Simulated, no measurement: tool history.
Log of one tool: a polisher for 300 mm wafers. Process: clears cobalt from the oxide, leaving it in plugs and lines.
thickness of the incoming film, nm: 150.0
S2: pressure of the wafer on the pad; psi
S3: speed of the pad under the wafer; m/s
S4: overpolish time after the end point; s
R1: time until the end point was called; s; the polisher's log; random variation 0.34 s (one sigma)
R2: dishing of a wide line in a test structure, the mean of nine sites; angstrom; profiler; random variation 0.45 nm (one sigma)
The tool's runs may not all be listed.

{"run": 1, "hour": 0.0, "flow of slurry (ml/min)": 175, "S2": 1.7, "S3": 0.92, "S4": 10, "R1": 30.468, "R2": 182.35}
{"run": 2, "hour": 5.1, "flow of slurry (ml/min)": 175, "S2": 1.9, "S3": 0.94, "S4": 10, "R1": 27.653, "R2": 189.23}
{"run": 3, "hour": 8.7, "flow of slurry (ml/min)": 175, "S2": 1.9, "S3": 0.94, "S4": 6, "R1": 27.754, "R2": 159.39}
{"run": 4, "hour": 17.8, "flow of slurry (ml/min)": 175, "S2": 2.1, "S3": 0.98, "S4": 7, "R1": 23.759, "R2": 177.76}
{"run": 5, "hour": 22.5, "flow of slurry (ml/min)": 175, "S2": 2.1, "S3": 0.98, "S4": 9, "R1": 24.777, "R2": 190.44}
{"run": 6, "hour": 31.3, "flow of slurry (ml/min)": 175, "S2": 2.1, "S3": 1.18, "S4": 9, "R1": 20.861, "R2": 190.99}

Forecast run 7:
{"run": 7, "hour": 34.4, "flow of slurry (ml/min)": 175, "S2": 2.2, "S3": 1.2, "S4": 9, "R1": "?", "R2": "?"}

Run 7 gave R1 20.510 s, R2 201.44 angstrom.

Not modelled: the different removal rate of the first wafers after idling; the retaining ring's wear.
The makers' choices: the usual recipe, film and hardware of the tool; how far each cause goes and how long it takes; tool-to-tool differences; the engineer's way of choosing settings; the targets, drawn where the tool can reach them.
